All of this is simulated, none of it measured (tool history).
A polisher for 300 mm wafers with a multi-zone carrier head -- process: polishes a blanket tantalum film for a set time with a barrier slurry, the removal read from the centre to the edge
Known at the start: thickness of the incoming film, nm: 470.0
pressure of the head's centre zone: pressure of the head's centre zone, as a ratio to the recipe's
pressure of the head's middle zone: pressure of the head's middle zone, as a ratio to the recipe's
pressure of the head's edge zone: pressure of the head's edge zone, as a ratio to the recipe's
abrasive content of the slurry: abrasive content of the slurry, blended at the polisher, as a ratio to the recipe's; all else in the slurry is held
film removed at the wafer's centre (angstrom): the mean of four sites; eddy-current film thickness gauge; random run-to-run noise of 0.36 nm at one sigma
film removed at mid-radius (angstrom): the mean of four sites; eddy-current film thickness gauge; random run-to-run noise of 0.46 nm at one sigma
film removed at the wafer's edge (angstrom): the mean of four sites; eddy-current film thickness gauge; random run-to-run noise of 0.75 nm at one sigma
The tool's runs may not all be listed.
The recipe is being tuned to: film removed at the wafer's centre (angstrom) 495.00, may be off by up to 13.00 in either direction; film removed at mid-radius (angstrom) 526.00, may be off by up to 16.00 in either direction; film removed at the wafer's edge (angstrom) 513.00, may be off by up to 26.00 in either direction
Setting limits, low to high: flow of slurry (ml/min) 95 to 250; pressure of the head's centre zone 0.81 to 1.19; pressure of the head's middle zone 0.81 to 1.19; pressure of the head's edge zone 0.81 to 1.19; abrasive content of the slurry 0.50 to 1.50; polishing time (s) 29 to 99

run,hour,flow of slurry (ml/min),pressure of the head's centre zone,pressure of the head's middle zone,pressure of the head's edge zone,abrasive content of the slurry,polishing time (s),film removed at the wafer's centre (angstrom),film removed at mid-radius (angstrom),film removed at the wafer's edge (angstrom)
1,0.0,160,1.00,1.00,1.00,1.00,64,674.47,684.75,682.94
2,7.0,160,0.99,0.99,0.98,0.95,64,653.24,668.56,677.23
3,9.2,160,0.99,0.99,0.98,0.80,64,626.80,649.02,647.94
4,16.9,160,1.07,0.99,0.98,0.80,64,672.39,640.05,656.81
5,21.0,160,1.06,0.99,0.96,0.75,63,645.92,618.14,608.15
6,27.8,155,1.04,0.98,0.95,0.75,63,634.54,612.79,610.82
7,29.7,150,1.02,0.97,0.94,0.75,63,622.72,591.65,588.79
8,33.2,145,1.00,0.97,0.94,0.75,63,610.69,598.06,581.36
9,39.7,110,0.90,0.87,0.88,0.55,63,469.04,463.04,510.13
10,47.8,115,0.90,0.88,0.87,0.55,63,458.47,480.05,526.37
11,49.4,120,0.91,0.89,0.87,0.55,63,480.25,487.80,520.01
12,54.0,125,0.91,0.89,0.86,0.55,63,485.20,495.56,498.11

Which one of the following 5 next-run settings gets every result inside its allowed miss? There is exactly one.
A,58.6,135,0.96,0.82,0.81,0.50,62,?,?,?
B,58.6,110,0.93,0.93,0.92,0.60,60,?,?,?
C,58.6,105,0.97,0.95,0.81,0.70,57,?,?,?
D,58.6,135,0.95,0.85,0.82,0.50,61,?,?,?
E,58.6,160,0.87,0.89,0.81,0.60,62,?,?,?

move,film removed at the wafer's centre (angstrom),film removed at mid-radius (angstrom),film removed at the wafer's edge (angstrom)
A,494.35,441.17,471.51
B,466.86,479.84,495.32
C,478.48,480.48,461.64
D,481.37,447.03,466.21
E,491.36,515.93,510.22
A: further off than the last run
B: further off than the last run
C: further off than the last run
D: further off than the last run
E: all results land within tolerance of their targets
E meets every target.

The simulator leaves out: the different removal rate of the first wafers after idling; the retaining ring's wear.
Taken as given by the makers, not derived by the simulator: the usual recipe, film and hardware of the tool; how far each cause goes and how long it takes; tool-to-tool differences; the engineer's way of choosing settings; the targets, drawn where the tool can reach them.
